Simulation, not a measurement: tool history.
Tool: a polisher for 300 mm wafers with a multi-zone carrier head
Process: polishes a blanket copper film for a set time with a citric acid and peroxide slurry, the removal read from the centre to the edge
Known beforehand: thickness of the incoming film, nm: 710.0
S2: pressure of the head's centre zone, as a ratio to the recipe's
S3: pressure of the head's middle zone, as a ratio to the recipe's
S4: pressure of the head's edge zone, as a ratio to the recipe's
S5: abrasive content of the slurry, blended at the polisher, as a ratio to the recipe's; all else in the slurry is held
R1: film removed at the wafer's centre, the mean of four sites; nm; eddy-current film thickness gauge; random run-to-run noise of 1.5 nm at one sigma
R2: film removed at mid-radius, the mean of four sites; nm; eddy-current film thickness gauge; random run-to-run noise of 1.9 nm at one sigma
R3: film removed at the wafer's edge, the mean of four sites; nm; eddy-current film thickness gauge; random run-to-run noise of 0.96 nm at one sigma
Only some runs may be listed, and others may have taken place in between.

{"run": 1, "day": 0.0, "flow of slurry (ml/min)": 265, "S2": 1, "S3": 1, "S4": 1, "S5": 1, "polishing time (s)": 60, "R1": 159.72, "R2": 164.59, "R3": 150.06}
{"run": 2, "day": 0.3, "flow of slurry (ml/min)": 265, "S2": 1, "S3": 1, "S4": 1.08, "S5": 1, "polishing time (s)": 60, "R1": 156.8, "R2": 155.95, "R3": 156.05}
{"run": 3, "day": 0.562, "flow of slurry (ml/min)": 265, "S2": 1, "S3": 1, "S4": 1.08, "S5": 1.1, "polishing time (s)": 60, "R1": 158.98, "R2": 162.81, "R3": 156.1}
{"run": 4, "day": 0.788, "flow of slurry (ml/min)": 265, "S2": 1, "S3": 1, "S4": 1.08, "S5": 1.3, "polishing time (s)": 60, "R1": 167.61, "R2": 168.98, "R3": 165.51}
{"run": 5, "day": 1.167, "flow of slurry (ml/min)": 265, "S2": 1, "S3": 0.98, "S4": 1.06, "S5": 1.15, "polishing time (s)": 59, "R1": 159.76, "R2": 157.23, "R3": 156.08}
{"run": 6, "day": 1.279, "flow of slurry (ml/min)": 215, "S2": 1, "S3": 0.98, "S4": 1.06, "S5": 1.15, "polishing time (s)": 59, "R1": 157.3, "R2": 155.67, "R3": 151.95}

Forecast run 7:
{"run": 7, "day": 1.471, "flow of slurry (ml/min)": 210, "S2": 0.99, "S3": 0.97, "S4": 1.04, "S5": 1.05, "polishing time (s)": 58, "R1": "?", "R2": "?", "R3": "?"}

Run 7 measured R1 148.37 nm, R2 147.52 nm, R3 146.76 nm.
